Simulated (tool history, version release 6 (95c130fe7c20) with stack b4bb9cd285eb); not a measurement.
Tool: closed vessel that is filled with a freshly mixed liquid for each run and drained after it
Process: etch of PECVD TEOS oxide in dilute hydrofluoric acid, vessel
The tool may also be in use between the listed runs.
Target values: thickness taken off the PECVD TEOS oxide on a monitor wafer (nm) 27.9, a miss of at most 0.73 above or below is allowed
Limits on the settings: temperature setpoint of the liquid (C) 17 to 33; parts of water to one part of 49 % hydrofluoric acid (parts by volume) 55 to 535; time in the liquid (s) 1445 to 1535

run,hour,temperature setpoint of the liquid (C),parts of water to one part of 49 % hydrofluoric acid (parts by volume),time in the liquid (s),thickness taken off the PECVD TEOS oxide on a monitor wafer (nm)
1,0,25,295,1445,58.586
2,5.5,23.5,320,1445,50.28
3,9.1,23.5,320,1445,49.555
4,14.9,22,340,1445,43.704
5,19.3,21,355,1445,40.045
6,24.1,20,370,1445,36.571
7,24.8,19.5,380,1445,34.735
8,25.3,19.5,380,1445,34.757
9,26.2,19,390,1445,32.619
10,26.8,18.5,395,1445,31.949
11,32.9,18,400,1445,30.725
12,37.9,18,405,1445,30.406

Below are 4 possible settings for the next run. Only one of them brings all results inside the allowed miss of their targets. Which is it?
A,42.9,17,395,1535,?
B,42.9,17,380,1535,?
C,42.9,18.5,405,1535,?
D,42.9,17,440,1535,?

move,thickness taken off the PECVD TEOS oxide on a monitor wafer (nm)
A,31.904
B,33.555
C,32.573
D,27.67
A: further off than the last run
B: further off than the last run
C: further off than the last run
D: all results in spec
Correct choice: D, which meets every target
